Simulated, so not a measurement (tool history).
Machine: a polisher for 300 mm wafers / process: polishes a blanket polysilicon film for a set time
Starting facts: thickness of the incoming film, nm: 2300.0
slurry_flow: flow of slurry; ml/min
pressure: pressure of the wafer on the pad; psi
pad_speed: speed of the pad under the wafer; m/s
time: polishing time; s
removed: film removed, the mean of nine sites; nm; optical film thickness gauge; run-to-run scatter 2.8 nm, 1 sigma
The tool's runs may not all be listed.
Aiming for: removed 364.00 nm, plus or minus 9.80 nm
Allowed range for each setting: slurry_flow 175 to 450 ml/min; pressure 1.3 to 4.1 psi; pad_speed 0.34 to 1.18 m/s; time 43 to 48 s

{"run": 1, "hour": 0.0, "slurry_flow": 290, "pressure": 2.7, "pad_speed": 0.76, "time": 48, "removed": 241.28}
{"run": 2, "hour": 1.0, "slurry_flow": 290, "pressure": 2.7, "pad_speed": 0.62, "time": 48, "removed": 199.37}
{"run": 3, "hour": 2.2, "slurry_flow": 290, "pressure": 2.7, "pad_speed": 0.62, "time": 43, "removed": 177.41}
{"run": 4, "hour": 6.2, "slurry_flow": 355, "pressure": 2.7, "pad_speed": 0.62, "time": 43, "removed": 181.87}
{"run": 5, "hour": 13.4, "slurry_flow": 355, "pressure": 3.1, "pad_speed": 0.66, "time": 43, "removed": 217.68}
{"run": 6, "hour": 21.9, "slurry_flow": 355, "pressure": 3.4, "pad_speed": 0.7, "time": 43, "removed": 250.86}
{"run": 7, "hour": 24.4, "slurry_flow": 355, "pressure": 3.4, "pad_speed": 0.7, "time": 43, "removed": 254.54}
{"run": 8, "hour": 27.9, "slurry_flow": 355, "pressure": 3.6, "pad_speed": 0.72, "time": 43, "removed": 272.54}
{"run": 9, "hour": 34.0, "slurry_flow": 355, "pressure": 3.7, "pad_speed": 0.76, "time": 43, "removed": 297.52}
{"run": 10, "hour": 39.6, "slurry_flow": 355, "pressure": 3.8, "pad_speed": 0.78, "time": 43, "removed": 311.67}

5 next moves are on the table. One of them brings every result within its allowed miss. Which?
{"run": "A", "hour": 45.2, "slurry_flow": 230, "pressure": 3.8, "pad_speed": 0.6, "time": 43, "removed": "?"}
{"run": "B", "hour": 45.2, "slurry_flow": 375, "pressure": 3.9, "pad_speed": 0.92, "time": 45, "removed": "?"}
{"run": "C", "hour": 45.2, "slurry_flow": 435, "pressure": 3.9, "pad_speed": 0.64, "time": 46, "removed": "?"}
{"run": "D", "hour": 45.2, "slurry_flow": 320, "pressure": 3.7, "pad_speed": 0.84, "time": 46, "removed": "?"}
{"run": "E", "hour": 45.2, "slurry_flow": 360, "pressure": 4.0, "pad_speed": 0.78, "time": 48, "removed": "?"}

move=A removed=235.34
move=B removed=395.21
move=C removed=290.90
move=D removed=347.62
move=E removed=368.89
A: lands further from the targets than the last run did
B: pushes the last run's worst result past its target
C: lands further from the targets than the last run did
D: an improvement on the last run, though not all results are within tolerance
E: hits every target within its allowed miss
E meets every target.
